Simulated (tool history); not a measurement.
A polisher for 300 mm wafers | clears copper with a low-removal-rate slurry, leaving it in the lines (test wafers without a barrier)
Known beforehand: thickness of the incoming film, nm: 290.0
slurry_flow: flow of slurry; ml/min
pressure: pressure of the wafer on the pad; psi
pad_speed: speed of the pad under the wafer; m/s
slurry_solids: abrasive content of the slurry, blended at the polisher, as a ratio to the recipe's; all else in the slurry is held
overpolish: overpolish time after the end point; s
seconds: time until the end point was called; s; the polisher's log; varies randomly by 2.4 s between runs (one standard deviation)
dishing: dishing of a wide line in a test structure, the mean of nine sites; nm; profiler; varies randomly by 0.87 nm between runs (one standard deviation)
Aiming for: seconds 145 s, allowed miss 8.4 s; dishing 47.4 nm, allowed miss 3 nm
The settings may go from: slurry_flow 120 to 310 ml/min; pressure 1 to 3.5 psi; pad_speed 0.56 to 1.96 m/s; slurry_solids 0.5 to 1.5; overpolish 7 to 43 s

run	day	slurry_flow	pressure	pad_speed	slurry_solids	overpolish	seconds	dishing
1	0	200	2.2	1.26	1	22	134.79	31.79
2	0.117	200	2.2	1.56	1	22	108.33	37.958
3	0.192	200	2.2	1.8	1	22	96.213	43.203
4	0.4	200	2.2	1.94	1	22	85.07	44.192
5	0.558	200	2	1.92	1	24	96.197	43.431
6	0.854	200	2	1.92	0.9	24	99.368	44.113
7	1.125	195	1.9	1.9	0.85	25	105.8	41.238
8	1.454	195	1.8	1.88	0.85	27	111.77	42.699
9	1.779	195	1.7	1.86	0.85	29	120.31	44.091
10	1.854	195	1.7	1.86	0.85	29	117.06	42.914
11	2.188	195	1.6	1.84	0.85	31	121.14	43.606
12	2.358	190	1.6	1.82	0.85	32	125.99	45.083
13	2.396	190	1.6	1.82	0.85	33	124.79	44.169
14	2.775	190	1.6	1.82	0.85	34	127.67	44.288
15	3.062	190	1.6	1.82	0.85	35	123.29	46.019
16	3.175	190	1.5	1.82	0.85	36	134.65	46.333

Of the 5 settings listed for the next run, only one would bring every result within its allowed miss of target. Which one?
A	3.288	235	2.1	1.64	0.7	33	?	?
B	3.288	255	1.9	1.74	0.7	41	?	?
C	3.288	185	1.8	1.72	0.9	33	?	?
D	3.288	205	1.3	1.84	0.9	42	?	?
E	3.288	190	1.6	1.88	0.9	35	?	?

move	seconds	dishing
A	121.69	48.559
B	123.1	54.71
C	123.98	47.17
D	145.41	47.822
E	123.77	48.41
A: moves away from the targets compared with the last run
B: moves away from the targets compared with the last run
C: moves away from the targets compared with the last run
D: every result lands within tolerance
E: moves away from the targets compared with the last run
D is the move that brings every result within its allowed miss.
